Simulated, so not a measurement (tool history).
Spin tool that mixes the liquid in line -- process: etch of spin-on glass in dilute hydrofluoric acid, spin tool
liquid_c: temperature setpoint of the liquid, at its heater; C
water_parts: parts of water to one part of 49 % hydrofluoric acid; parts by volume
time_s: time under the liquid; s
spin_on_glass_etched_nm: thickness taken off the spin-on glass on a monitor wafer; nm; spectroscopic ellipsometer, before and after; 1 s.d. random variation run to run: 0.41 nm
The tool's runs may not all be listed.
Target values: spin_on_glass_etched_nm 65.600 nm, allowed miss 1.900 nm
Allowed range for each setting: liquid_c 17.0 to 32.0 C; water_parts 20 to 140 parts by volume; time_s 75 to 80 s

run	hour	liquid_c	water_parts	time_s	spin_on_glass_etched_nm
1	0.0	24.0	75	75	57.598
2	1.5	24.0	60	75	73.578
3	2.2	24.0	60	80	78.461
4	6.1	24.0	80	80	57.858
5	8.8	24.0	55	80	86.932
6	15.2	24.0	65	80	72.425
7	21.6	24.0	65	80	72.140
8	29.5	23.5	65	80	70.047
9	35.3	23.0	65	80	69.128
10	38.8	23.0	65	80	69.410
11	45.9	22.5	65	80	68.015

Pick the move, out of 4, that brings all results within their allowed miss; only one does.
A	53.0	27.5	70	75	?
B	53.0	25.5	75	80	?
C	53.0	21.5	60	80	?
D	53.0	21.0	55	75	?

move	spin_on_glass_etched_nm
A	71.315
B	65.148
C	70.521
D	71.066
A: moves away from the targets compared with the last run
B: each result inside its tolerance
C: moves away from the targets compared with the last run
D: moves away from the targets compared with the last run
The right move is B.

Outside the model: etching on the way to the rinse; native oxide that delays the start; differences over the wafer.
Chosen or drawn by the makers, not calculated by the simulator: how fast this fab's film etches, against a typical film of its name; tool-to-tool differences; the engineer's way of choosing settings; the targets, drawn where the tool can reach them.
